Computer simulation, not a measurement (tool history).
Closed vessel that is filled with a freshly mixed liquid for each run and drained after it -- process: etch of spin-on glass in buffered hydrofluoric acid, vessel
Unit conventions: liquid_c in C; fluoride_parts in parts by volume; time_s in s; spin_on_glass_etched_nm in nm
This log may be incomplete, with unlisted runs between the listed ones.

| run | hour | liquid_c | fluoride_parts | time_s | spin_on_glass_etched_nm |
|---|---|---|---|---|---|
| 1 | 0.0 | 25.0 | 7 | 105 | 321.38 |
| 2 | 8.8 | 25.0 | 7 | 105 | 317.44 |
| 3 | 16.6 | 26.5 | 7 | 105 | 346.67 |
| 4 | 24.1 | 27.0 | 7 | 105 | 353.42 |
| 5 | 27.2 | 27.0 | 7 | 110 | 376.51 |
| 6 | 28.8 | 27.0 | 8 | 110 | 329.44 |
|  | 35.3 | hydrofluoric acid flow meter replaced |
| 7 | 35.3 | 27.5 | 8 | 110 | 313.08 |
| 8 | 43.2 | 28.0 | 8 | 110 | 323.09 |
| 9 | 47.6 | 28.5 | 8 | 110 | 329.09 |

Run 10 has not been measured yet. What should we expect?
| 10 | 51.3 | 29.0 | 8 | 110 | ? |

{"run 10": {"spin_on_glass_etched_nm": 341.18}}
